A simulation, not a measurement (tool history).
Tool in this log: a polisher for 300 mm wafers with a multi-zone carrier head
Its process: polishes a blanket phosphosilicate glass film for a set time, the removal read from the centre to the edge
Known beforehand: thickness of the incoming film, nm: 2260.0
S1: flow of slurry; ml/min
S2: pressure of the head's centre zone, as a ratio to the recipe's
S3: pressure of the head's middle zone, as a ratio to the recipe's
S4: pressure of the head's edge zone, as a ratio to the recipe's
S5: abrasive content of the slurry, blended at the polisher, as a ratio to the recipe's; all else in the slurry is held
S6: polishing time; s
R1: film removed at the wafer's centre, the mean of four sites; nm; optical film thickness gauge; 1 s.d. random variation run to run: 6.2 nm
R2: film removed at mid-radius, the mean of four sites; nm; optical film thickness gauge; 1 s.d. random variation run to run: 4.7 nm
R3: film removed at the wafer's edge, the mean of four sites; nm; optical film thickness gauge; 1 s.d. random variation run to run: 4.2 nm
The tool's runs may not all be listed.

run,hour,S1,S2,S3,S4,S5,S6,R1,R2,R3
1,0.0,210,1.00,1.00,1.00,1.00,77,338.66,331.81,328.41
2,1.3,165,1.00,1.00,1.00,1.00,77,326.83,318.32,324.98
3,3.4,165,1.00,1.00,1.06,1.00,77,327.16,317.74,330.21
4,5.2,165,1.00,1.00,1.06,1.00,69,290.89,285.54,297.12
5,12.6,165,1.00,1.00,1.06,1.20,69,323.53,323.40,335.97
6,21.4,175,1.03,0.98,1.06,1.25,69,345.49,323.85,338.42

For run 7, what comes out?
7,27.4,175,1.05,0.97,1.07,1.30,69,?,?,?

R1: 346.96 nm
R2: 325.35 nm
R3: 341.76 nm

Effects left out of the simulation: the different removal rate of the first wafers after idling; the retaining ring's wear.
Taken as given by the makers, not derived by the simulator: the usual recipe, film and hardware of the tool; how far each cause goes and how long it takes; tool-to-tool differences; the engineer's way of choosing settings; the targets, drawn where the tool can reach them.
